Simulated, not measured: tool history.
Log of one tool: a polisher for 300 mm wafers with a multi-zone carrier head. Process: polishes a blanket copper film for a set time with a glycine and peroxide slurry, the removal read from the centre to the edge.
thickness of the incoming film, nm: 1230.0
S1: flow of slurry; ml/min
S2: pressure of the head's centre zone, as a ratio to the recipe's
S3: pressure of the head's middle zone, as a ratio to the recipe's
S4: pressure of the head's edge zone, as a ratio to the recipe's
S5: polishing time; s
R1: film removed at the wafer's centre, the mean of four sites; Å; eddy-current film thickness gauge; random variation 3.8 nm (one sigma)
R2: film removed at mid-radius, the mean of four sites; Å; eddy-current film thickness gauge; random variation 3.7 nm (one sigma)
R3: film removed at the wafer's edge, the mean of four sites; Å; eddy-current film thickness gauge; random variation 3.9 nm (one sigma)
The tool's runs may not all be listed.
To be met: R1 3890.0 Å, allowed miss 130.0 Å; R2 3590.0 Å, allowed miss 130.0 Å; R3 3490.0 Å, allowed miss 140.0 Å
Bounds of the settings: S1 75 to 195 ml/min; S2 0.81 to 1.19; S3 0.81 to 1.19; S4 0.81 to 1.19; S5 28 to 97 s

run 1 day=0.000 | S1=125 S2=1.00 S3=1.00 S4=1.00 S5=62 | R1=2915.9 R2=2841.6 R3=2837.4
run 2 day=0.208 | S1=125 S2=1.00 S3=1.00 S4=0.91 S5=62 | R1=2922.9 R2=2813.8 R3=2783.0
run 3 day=0.354 | S1=135 S2=1.01 S3=1.00 S4=0.93 S5=64 | R1=3031.7 R2=2931.9 R3=2881.5
run 4 day=0.608 | S1=135 S2=1.03 S3=1.00 S4=0.94 S5=66 | R1=3273.3 R2=2987.2 R3=2944.2
run 5 day=0.958 | S1=140 S2=1.03 S3=1.00 S4=0.95 S5=68 | R1=3395.8 R2=3158.8 R3=3085.7
run 6 day=1.112 | S1=145 S2=1.03 S3=1.00 S4=0.97 S5=69 | R1=3491.2 R2=3242.7 R3=3170.0
run 7 day=1.342 | S1=150 S2=1.03 S3=1.00 S4=0.98 S5=70 | R1=3489.1 R2=3291.8 R3=3236.5
run 8 day=1.500 | S1=155 S2=1.04 S3=1.00 S4=0.99 S5=71 | R1=3598.1 R2=3344.4 R3=3301.4
run 9 day=1.838 | S1=155 S2=1.05 S3=1.00 S4=1.00 S5=72 | R1=3698.0 R2=3349.3 R3=3323.8
run 10 day=2.121 | S1=160 S2=1.05 S3=1.00 S4=1.00 S5=72 | R1=3701.6 R2=3359.1 R3=3400.2

5 next moves are on the table. One of them brings every result within its allowed miss. Which?
run A day=2.404 | S1=170 S2=1.05 S3=0.88 S4=1.07 S5=70 | R1=? R2=? R3=?
run B day=2.404 | S1=150 S2=0.98 S3=1.01 S4=1.12 S5=71 | R1=? R2=? R3=?
run C day=2.404 | S1=185 S2=1.08 S3=0.97 S4=1.04 S5=72 | R1=? R2=? R3=?
run D day=2.404 | S1=195 S2=0.98 S3=0.86 S4=1.14 S5=70 | R1=? R2=? R3=?
run E day=2.404 | S1=170 S2=0.97 S3=0.92 S4=0.81 S5=81 | R1=? R2=? R3=?

move=A R1=3559.2 R2=3015.9 R3=3496.6
move=B R1=3307.2 R2=3355.2 R3=3579.9
move=C R1=3815.1 R2=3385.7 R3=3570.2
move=D R1=3385.8 R2=3015.7 R3=3657.8
move=E R1=3803.4 R2=3616.3 R3=3551.2
A: further off than the last run
B: further off than the last run
C: nearer than the last run, and not there yet
D: further off than the last run
E: meets every target
Move E is the one to make.

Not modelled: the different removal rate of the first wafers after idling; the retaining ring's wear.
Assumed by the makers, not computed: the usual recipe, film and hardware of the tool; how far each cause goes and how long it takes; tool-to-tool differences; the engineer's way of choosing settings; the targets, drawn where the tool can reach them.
